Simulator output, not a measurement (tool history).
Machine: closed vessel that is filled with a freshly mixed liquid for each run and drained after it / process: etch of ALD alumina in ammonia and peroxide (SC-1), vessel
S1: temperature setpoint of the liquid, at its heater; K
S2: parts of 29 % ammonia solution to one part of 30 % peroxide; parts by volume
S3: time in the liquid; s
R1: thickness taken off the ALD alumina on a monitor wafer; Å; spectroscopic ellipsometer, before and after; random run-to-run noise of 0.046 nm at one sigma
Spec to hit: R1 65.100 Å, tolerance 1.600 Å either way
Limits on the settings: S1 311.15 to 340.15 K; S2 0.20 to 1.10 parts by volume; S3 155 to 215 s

Run 1, hour 0.0: S1 324.15 K, S2 0.60 parts by volume, S3 215 s. Result: R1 109.620 Å.
Run 2, hour 3.0: S1 324.15 K, S2 0.60 parts by volume, S3 215 s. Result: R1 110.320 Å.
Run 3, hour 3.7: S1 324.15 K, S2 0.70 parts by volume, S3 215 s. Result: R1 110.920 Å.
Run 4, hour 11.8: S1 322.65 K, S2 0.70 parts by volume, S3 215 s. Result: R1 102.530 Å.
Run 5, hour 14.0: S1 321.65 K, S2 0.70 parts by volume, S3 215 s. Result: R1 96.629 Å.
Run 6, hour 16.6: S1 320.65 K, S2 0.70 parts by volume, S3 215 s. Result: R1 91.005 Å.
Run 7, hour 19.5: S1 319.65 K, S2 0.70 parts by volume, S3 215 s. Result: R1 87.552 Å.
Run 8, hour 20.7: S1 318.65 K, S2 0.70 parts by volume, S3 215 s. Result: R1 81.038 Å.
Run 9, hour 27.6: S1 318.15 K, S2 0.70 parts by volume, S3 215 s. Result: R1 78.562 Å.
Run 10, hour 34.5: S1 317.65 K, S2 0.70 parts by volume, S3 215 s. Result: R1 77.053 Å.
Run 11, hour 42.8: S1 317.15 K, S2 0.70 parts by volume, S3 215 s. Result: R1 75.588 Å.
Run 12, hour 46.7: S1 316.65 K, S2 0.70 parts by volume, S3 215 s. Result: R1 72.734 Å.
Run 13, hour 47.9: S1 316.15 K, S2 0.70 parts by volume, S3 215 s. Result: R1 70.695 Å.
Run 14, hour 51.4: S1 314.15 K, S2 0.70 parts by volume, S3 215 s. Result: R1 62.830 Å.

Pick the move, out of 4, that brings all results within their allowed miss; only one does.
Run A, hour 54.9: S1 314.65 K, S2 0.65 parts by volume, S3 215 s. Result: R1 ?.
Run B, hour 54.9: S1 313.65 K, S2 0.60 parts by volume, S3 215 s. Result: R1 ?.
Run C, hour 54.9: S1 319.15 K, S2 0.45 parts by volume, S3 155 s. Result: R1 ?.
Run D, hour 54.9: S1 313.15 K, S2 0.70 parts by volume, S3 215 s. Result: R1 ?.

move      R1
   A  64.248
   B  60.131
   C  57.922
   D  59.252
A: each result inside its tolerance
B: misses by more than the last run did
C: misses by more than the last run did
D: misses by more than the last run did
A is the move that brings every result within its allowed miss.

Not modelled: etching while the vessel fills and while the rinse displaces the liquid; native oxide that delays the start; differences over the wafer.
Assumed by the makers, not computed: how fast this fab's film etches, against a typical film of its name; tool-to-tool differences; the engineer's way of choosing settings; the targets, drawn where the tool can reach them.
